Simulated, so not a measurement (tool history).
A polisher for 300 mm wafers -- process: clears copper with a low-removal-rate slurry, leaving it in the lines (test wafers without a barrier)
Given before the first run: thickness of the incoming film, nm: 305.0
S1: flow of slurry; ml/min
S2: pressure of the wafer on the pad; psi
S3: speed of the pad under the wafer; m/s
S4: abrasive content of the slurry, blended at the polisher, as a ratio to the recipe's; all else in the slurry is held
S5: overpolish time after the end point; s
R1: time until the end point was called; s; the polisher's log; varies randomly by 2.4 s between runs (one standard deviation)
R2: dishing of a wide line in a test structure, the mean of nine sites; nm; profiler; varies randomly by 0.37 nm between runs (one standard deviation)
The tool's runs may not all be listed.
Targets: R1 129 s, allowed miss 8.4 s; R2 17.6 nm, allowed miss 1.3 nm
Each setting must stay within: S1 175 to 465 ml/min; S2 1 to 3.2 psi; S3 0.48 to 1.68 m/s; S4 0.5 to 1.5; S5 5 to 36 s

run  hour   S1   S2    S3  S4  S5      R1      R2
  1     0  295  2.1  1.08   1  18  154.56  27.821
  2   5.2  295  2.1  1.32   1  18  130.31  32.891
  3  12.9  295  2.1  1.32   1  16  124.27  29.148
  4  18.7  295  2.1  1.56   1  16  115.51    34.3
  5  22.4  295  2.1  1.54   1  15  115.44  30.846
  6  23.3  295  1.9  1.54   1  15  124.86  28.298
  7  26.8  295  1.9  1.54   1  14  121.32  26.677
  8  33.9  295  1.9  1.54   1  13  117.39  26.053
  9  39.4  295  1.8  1.54   1  13  132.56  24.107
 10  43.4  295  1.8  1.54   1  12  126.61  22.426

Of the 4 settings listed for the next run, only one would bring every result within its allowed miss of target. Which one?
  A  47.4  315  2.1  1.32   0.9   9   ?   ?
  B  47.4  250  2.6  1.16  0.65  13   ?   ?
  C  47.4  270  1.8   1.5     1  16   ?   ?
  D  47.4  275  1.9  1.52     1  12   ?   ?

move      R1      R2
   A  135.53  17.597
   B  131.33  25.421
   C  140.24  28.192
   D  131.24  23.354
A: in spec on every target
B: the biggest miss grows against the last run
C: the biggest miss grows against the last run
D: the biggest miss grows against the last run
The move that meets every target is A.
